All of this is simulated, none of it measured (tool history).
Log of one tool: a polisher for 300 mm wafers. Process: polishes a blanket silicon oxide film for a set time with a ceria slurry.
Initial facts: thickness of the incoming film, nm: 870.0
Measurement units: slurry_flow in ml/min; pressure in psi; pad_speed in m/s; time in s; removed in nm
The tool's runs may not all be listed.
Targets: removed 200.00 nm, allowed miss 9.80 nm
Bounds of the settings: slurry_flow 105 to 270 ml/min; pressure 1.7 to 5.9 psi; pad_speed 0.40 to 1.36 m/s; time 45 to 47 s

run	day	slurry_flow	pressure	pad_speed	time	removed
1	0.000	175	3.8	0.88	45	244.23
2	0.250	145	3.8	0.88	45	240.99
3	0.592	145	3.6	0.88	45	232.39
4	0.804	145	3.5	0.88	45	226.77
5	1.142	145	3.4	0.88	45	219.35
6	1.242	145	3.3	0.88	45	225.27
7	1.542	145	3.1	0.88	45	210.35
8	1.758	145	3.1	0.88	45	210.36

5 candidate next runs follow, results not yet known. Just one meets every target within its allowed miss. Identify it.
A	1.975	165	2.3	1.08	46	?
B	1.975	150	3.0	0.94	46	?
C	1.975	115	2.6	1.04	46	?
D	1.975	135	3.4	0.80	45	?
E	1.975	170	4.1	0.74	46	?

move	removed
A	229.37
B	226.96
C	225.17
D	201.16
E	218.84
A: lands further from the targets than the last run did
B: lands further from the targets than the last run did
C: lands further from the targets than the last run did
D: in spec on every target
E: lands further from the targets than the last run did
The move that meets every target is D.
